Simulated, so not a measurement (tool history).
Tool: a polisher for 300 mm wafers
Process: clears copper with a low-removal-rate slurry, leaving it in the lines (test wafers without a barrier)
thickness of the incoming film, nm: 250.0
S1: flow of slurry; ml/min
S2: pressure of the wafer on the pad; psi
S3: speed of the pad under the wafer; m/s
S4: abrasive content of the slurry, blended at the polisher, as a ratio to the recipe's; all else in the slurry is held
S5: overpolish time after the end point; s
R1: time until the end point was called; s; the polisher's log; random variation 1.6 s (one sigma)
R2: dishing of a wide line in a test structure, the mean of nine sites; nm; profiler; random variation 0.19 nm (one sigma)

Run 1, day 0: S1 190 ml/min, S2 2.2 psi, S3 1.22 m/s, S4 1, S5 9 s. Result: R1 110.12 s, R2 16.14 nm.
Run 2, day 0.254: S1 190 ml/min, S2 2.2 psi, S3 1.22 m/s, S4 1, S5 11 s. Result: R1 116.11 s, R2 19.477 nm.
Run 3, day 0.4: S1 190 ml/min, S2 2.2 psi, S3 1.22 m/s, S4 1, S5 13 s. Result: R1 112.42 s, R2 22.499 nm.
Run 4, day 0.433: S1 195 ml/min, S2 2.3 psi, S3 1.22 m/s, S4 1, S5 11 s. Result: R1 107.89 s, R2 20.404 nm.
Run 5, day 0.733: S1 165 ml/min, S2 2.3 psi, S3 1.22 m/s, S4 1, S5 11 s. Result: R1 110.63 s, R2 19.731 nm.
Run 6, day 1.054: S1 175 ml/min, S2 2.4 psi, S3 1.22 m/s, S4 1, S5 10 s. Result: R1 106.05 s, R2 19.008 nm.
Run 7, day 1.262: S1 190 ml/min, S2 2.5 psi, S3 1.24 m/s, S4 1, S5 9 s. Result: R1 99.77 s, R2 18.492 nm.
Run 8, day 1.633: S1 195 ml/min, S2 2.6 psi, S3 1.26 m/s, S4 1, S5 8 s. Result: R1 96.139 s, R2 17.416 nm.

Run 9 comes next. What will it give?
Run 9, day 1.704: S1 195 ml/min, S2 2.7 psi, S3 1.26 m/s, S4 1, S5 8 s. Result: R1 ?, R2 ?.

R1: 92.503 s
R2: 17.885 nm

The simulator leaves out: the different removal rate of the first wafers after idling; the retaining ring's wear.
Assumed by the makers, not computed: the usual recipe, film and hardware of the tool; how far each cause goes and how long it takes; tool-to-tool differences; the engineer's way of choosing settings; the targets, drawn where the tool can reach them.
